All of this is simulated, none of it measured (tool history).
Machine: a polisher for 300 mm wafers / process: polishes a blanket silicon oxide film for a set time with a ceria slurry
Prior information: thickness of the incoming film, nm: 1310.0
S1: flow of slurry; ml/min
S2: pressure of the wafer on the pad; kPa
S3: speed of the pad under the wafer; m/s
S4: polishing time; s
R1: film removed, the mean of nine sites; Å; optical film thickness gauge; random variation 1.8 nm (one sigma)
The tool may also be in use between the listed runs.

{"run": 1, "hour": 0.0, "S1": 135, "S2": 17.2, "S3": 0.82, "S4": 33, "R1": 922.26}
{"run": 2, "hour": 5.9, "S1": 135, "S2": 17.2, "S3": 0.94, "S4": 33, "R1": 1037.8}
{"run": 3, "hour": 13.3, "S1": 135, "S2": 17.2, "S3": 0.78, "S4": 33, "R1": 872.13}
{"run": 4, "hour": 17.7, "S1": 135, "S2": 17.2, "S3": 0.78, "S4": 33, "R1": 876.98}
{"run": 5, "hour": 24.9, "S1": 105, "S2": 17.2, "S3": 0.78, "S4": 33, "R1": 841.54}
{"run": 6, "hour": 27.9, "S1": 110, "S2": 20, "S3": 0.78, "S4": 33, "R1": 966.6}
{"run": 7, "hour": 33.5, "S1": 115, "S2": 22.1, "S3": 0.8, "S4": 33, "R1": 1099.7}

Run 8 has not been measured yet. What should we expect?
{"run": 8, "hour": 37.5, "S1": 120, "S2": 23.4, "S3": 0.82, "S4": 33, "R1": "?"}

{"run 8": {"R1": 1229.1}}
